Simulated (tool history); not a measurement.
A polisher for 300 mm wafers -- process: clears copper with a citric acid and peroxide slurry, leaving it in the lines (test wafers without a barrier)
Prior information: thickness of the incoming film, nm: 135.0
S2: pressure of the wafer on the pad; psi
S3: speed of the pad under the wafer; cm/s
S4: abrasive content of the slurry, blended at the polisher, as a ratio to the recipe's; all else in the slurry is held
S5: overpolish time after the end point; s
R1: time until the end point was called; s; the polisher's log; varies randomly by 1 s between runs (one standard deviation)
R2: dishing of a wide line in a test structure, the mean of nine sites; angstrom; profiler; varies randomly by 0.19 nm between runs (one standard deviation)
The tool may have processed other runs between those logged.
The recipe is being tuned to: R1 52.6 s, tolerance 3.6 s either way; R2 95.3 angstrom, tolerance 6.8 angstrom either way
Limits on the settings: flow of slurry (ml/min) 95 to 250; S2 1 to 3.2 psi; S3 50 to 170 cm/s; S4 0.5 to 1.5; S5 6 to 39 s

run 1 hour=0 | flow_of_slurry_(ml/min)=160 S2=2.1 S3=110 S4=1 S5=20 | R1=70.606 R2=217.97
run 2 hour=3.6 | flow_of_slurry_(ml/min)=160 S2=2.4 S3=110 S4=1 S5=20 | R1=62.986 R2=237.26
run 3 hour=10.8 | flow_of_slurry_(ml/min)=160 S2=2.4 S3=110 S4=1 S5=25 | R1=65.593 R2=287.8
run 4 hour=17.2 | flow_of_slurry_(ml/min)=160 S2=2.4 S3=132 S4=1 S5=25 | R1=54.498 R2=323.17
run 5 hour=21.3 | flow_of_slurry_(ml/min)=145 S2=2.2 S3=140 S4=0.9 S5=21 | R1=56.219 R2=273.88
run 6 hour=27.7 | flow_of_slurry_(ml/min)=165 S2=1.9 S3=142 S4=1.05 S5=18 | R1=56.908 R2=240.97
run 7 hour=36.2 | flow_of_slurry_(ml/min)=175 S2=2.1 S3=130 S4=1 S5=15 | R1=59.081 R2=195.57
run 8 hour=41.3 | flow_of_slurry_(ml/min)=190 S2=2.3 S3=122 S4=0.9 S5=13 | R1=60.792 R2=171.17
run 9 hour=47.2 | flow_of_slurry_(ml/min)=205 S2=2.5 S3=118 S4=0.8 S5=12 | R1=59.643 R2=153.03
run 10 hour=53.2 | flow_of_slurry_(ml/min)=215 S2=2.6 S3=114 S4=0.75 S5=11 | R1=62.156 R2=141.9
run 11 hour=57.6 | flow_of_slurry_(ml/min)=220 S2=2.7 S3=112 S4=0.7 S5=10 | R1=61.25 R2=132.5
run 12 hour=63.4 | flow_of_slurry_(ml/min)=225 S2=2.8 S3=110 S4=0.65 S5=9 | R1=65.726 R2=113.11
run 13 hour=67.3 | flow_of_slurry_(ml/min)=230 S2=2.9 S3=112 S4=0.6 S5=8 | R1=61.969 R2=104.67
run 14 hour=72.1 | flow_of_slurry_(ml/min)=230 S2=3 S3=114 S4=0.6 S5=8 | R1=58.44 R2=113.73

Which one of the following 5 next-run settings gets every result inside its allowed miss? There is exactly one.
run A hour=76.9 | flow_of_slurry_(ml/min)=215 S2=3 S3=106 S4=0.6 S5=12 | R1=? R2=?
run B hour=76.9 | flow_of_slurry_(ml/min)=250 S2=2.8 S3=120 S4=0.65 S5=11 | R1=? R2=?
run C hour=76.9 | flow_of_slurry_(ml/min)=205 S2=2.9 S3=106 S4=0.7 S5=7 | R1=? R2=?
run D hour=76.9 | flow_of_slurry_(ml/min)=200 S2=3 S3=102 S4=0.6 S5=12 | R1=? R2=?
run E hour=76.9 | flow_of_slurry_(ml/min)=250 S2=3.2 S3=122 S4=0.6 S5=6 | R1=? R2=?

move=A R1=65.245 R2=150.42
move=B R1=58.517 R2=153.27
move=C R1=64.509 R2=91.768
move=D R1=68.187 R2=144.45
move=E R1=53.734 R2=94.36
A: misses by more than the last run did
B: misses by more than the last run did
C: meets the target for the result that was furthest off, but another lies outside its allowed miss
D: misses by more than the last run did
E: meets every target
Answer: E

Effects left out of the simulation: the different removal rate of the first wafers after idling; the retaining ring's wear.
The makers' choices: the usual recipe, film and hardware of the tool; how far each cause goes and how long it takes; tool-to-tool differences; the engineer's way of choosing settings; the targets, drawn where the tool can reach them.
